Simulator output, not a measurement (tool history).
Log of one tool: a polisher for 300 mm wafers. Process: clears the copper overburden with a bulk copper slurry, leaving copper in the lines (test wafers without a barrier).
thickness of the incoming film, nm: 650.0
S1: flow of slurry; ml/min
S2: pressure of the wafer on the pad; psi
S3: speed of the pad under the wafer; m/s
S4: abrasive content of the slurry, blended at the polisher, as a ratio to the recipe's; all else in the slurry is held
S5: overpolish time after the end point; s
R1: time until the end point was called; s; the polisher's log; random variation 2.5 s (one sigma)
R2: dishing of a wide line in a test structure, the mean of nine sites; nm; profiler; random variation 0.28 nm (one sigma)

run	hour	S1	S2	S3	S4	S5	R1	R2
1	0.0	305	2.2	1.00	1.00	8	94.286	43.1930
2	6.5	305	2.1	0.98	1.00	7	99.546	35.9020
3	13.3	305	2.0	0.96	1.00	6	109.350	29.7760
4	17.1	305	1.9	0.96	1.00	5	110.440	24.8250
5	18.4	305	1.8	0.96	1.00	5	118.570	23.8520
6	24.7	305	1.8	1.20	1.00	5	97.413	26.9610
7	26.7	295	1.2	0.98	0.95	2	175.600	6.9782
8	35.5	305	1.4	0.94	1.05	6	155.690	22.6210
9	43.8	300	1.4	0.94	1.00	6	154.060	21.8580
10	51.9	300	1.4	0.94	0.95	6	156.030	21.2560
11	55.8	295	1.4	0.94	0.90	6	158.350	20.9100

Forecast run 12:
12	58.4	290	1.4	0.94	0.90	6	?	?

R1: 157.610 s
R2: 21.3830 nm
